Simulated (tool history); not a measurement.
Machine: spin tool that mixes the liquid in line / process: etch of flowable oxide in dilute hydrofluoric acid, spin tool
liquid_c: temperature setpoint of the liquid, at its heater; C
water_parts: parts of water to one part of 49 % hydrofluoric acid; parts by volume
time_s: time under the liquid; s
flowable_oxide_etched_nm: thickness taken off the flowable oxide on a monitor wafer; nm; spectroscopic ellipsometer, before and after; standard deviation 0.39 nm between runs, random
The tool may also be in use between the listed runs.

run 1 hour=0.0 | liquid_c=21.0 water_parts=50 time_s=45 | flowable_oxide_etched_nm=20.760
run 2 hour=0.9 | liquid_c=22.5 water_parts=45 time_s=45 | flowable_oxide_etched_nm=24.895
run 3 hour=8.1 | liquid_c=20.0 water_parts=45 time_s=45 | flowable_oxide_etched_nm=22.367
run 4 hour=15.8 | liquid_c=21.5 water_parts=40 time_s=45 | flowable_oxide_etched_nm=26.977
run 5 hour=22.8 | liquid_c=23.0 water_parts=40 time_s=45 | flowable_oxide_etched_nm=28.704
run 6 hour=28.1 | liquid_c=24.0 water_parts=35 time_s=45 | flowable_oxide_etched_nm=34.763
run 7 hour=36.2 | liquid_c=25.0 water_parts=35 time_s=45 | flowable_oxide_etched_nm=36.314
run 8 hour=40.7 | liquid_c=25.5 water_parts=30 time_s=45 | flowable_oxide_etched_nm=43.320
run 9 hour=44.2 | liquid_c=26.0 water_parts=30 time_s=45 | flowable_oxide_etched_nm=44.152

Predict the results of run 10:
run 10 hour=52.4 | liquid_c=29.0 water_parts=20 time_s=45 | flowable_oxide_etched_nm=?

flowable_oxide_etched_nm: 76.140 nm

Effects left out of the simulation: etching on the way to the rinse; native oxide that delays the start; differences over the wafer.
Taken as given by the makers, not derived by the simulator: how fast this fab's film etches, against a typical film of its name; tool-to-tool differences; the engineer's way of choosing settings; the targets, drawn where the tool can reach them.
